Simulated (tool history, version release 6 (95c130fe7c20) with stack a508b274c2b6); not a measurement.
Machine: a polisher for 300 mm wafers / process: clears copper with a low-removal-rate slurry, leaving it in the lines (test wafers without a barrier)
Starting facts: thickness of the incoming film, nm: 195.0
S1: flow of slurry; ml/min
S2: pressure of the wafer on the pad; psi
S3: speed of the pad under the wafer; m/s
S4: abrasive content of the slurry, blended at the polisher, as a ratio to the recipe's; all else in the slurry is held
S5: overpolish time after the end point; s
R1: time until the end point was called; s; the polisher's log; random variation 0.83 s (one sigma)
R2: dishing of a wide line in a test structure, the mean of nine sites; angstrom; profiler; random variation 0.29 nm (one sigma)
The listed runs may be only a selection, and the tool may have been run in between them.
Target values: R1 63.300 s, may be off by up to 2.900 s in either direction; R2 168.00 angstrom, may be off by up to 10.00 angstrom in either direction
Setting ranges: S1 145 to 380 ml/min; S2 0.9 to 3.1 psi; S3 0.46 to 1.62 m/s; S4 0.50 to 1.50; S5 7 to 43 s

| run | day | S1 | S2 | S3 | S4 | S5 | R1 | R2 |
|---|---|---|---|---|---|---|---|---|
| 1 | 0.000 | 245 | 2.0 | 1.04 | 1.00 | 22 | 95.136 | 335.94 |
| 2 | 0.283 | 245 | 1.6 | 1.04 | 1.00 | 22 | 117.530 | 272.91 |
| 3 | 0.575 | 245 | 1.6 | 1.04 | 1.00 | 17 | 113.340 | 216.98 |
| 4 | 0.921 | 290 | 1.6 | 1.04 | 1.00 | 17 | 113.690 | 222.84 |
| 5 | 1.225 | 290 | 1.6 | 1.24 | 1.00 | 17 | 96.654 | 256.92 |
| 6 | 1.571 | 290 | 1.6 | 1.24 | 1.20 | 17 | 93.724 | 259.69 |
| 7 | 1.871 | 250 | 1.6 | 1.34 | 1.30 | 14 | 87.695 | 241.07 |
| 8 | 1.967 | 285 | 1.5 | 1.42 | 1.35 | 12 | 85.991 | 206.92 |
| 9 | 2.296 | 310 | 1.5 | 1.48 | 1.40 | 11 | 82.942 | 199.93 |
| 10 | 2.467 | 330 | 1.6 | 1.52 | 1.45 | 10 | 72.705 | 203.41 |
| 11 | 2.838 | 345 | 1.6 | 1.54 | 1.45 | 9 | 72.992 | 181.62 |
| 12 | 3.062 | 355 | 1.6 | 1.56 | 1.45 | 8 | 71.308 | 168.42 |
| 13 | 3.267 | 360 | 1.7 | 1.56 | 1.45 | 8 | 69.191 | 176.23 |
| 14 | 3.421 | 365 | 1.7 | 1.58 | 1.45 | 8 | 69.022 | 171.20 |
| 15 | 3.583 | 370 | 1.8 | 1.58 | 1.45 | 8 | 65.475 | 181.90 |

Of the 5 settings listed for the next run, only one would bring every result within its allowed miss of target. Which one?
| A | 3.746 | 345 | 1.8 | 1.50 | 1.40 | 10 | ? | ? |
| B | 3.746 | 330 | 1.7 | 1.56 | 1.45 | 9 | ? | ? |
| C | 3.746 | 360 | 1.8 | 1.46 | 1.50 | 7 | ? | ? |
| D | 3.746 | 380 | 1.9 | 1.60 | 1.35 | 7 | ? | ? |
| E | 3.746 | 360 | 1.7 | 1.60 | 1.50 | 9 | ? | ? |

| move | R1 | R2 |
|---|---|---|
| A | 68.197 | 213.52 |
| B | 68.520 | 192.54 |
| C | 68.944 | 151.50 |
| D | 61.473 | 169.00 |
| E | 66.132 | 198.97 |
A: misses by more than the last run did
B: misses by more than the last run did
C: moves the result that the last run missed by most past its target, out the other side
D: all results land within tolerance of their targets
E: misses by more than the last run did
D meets every target.
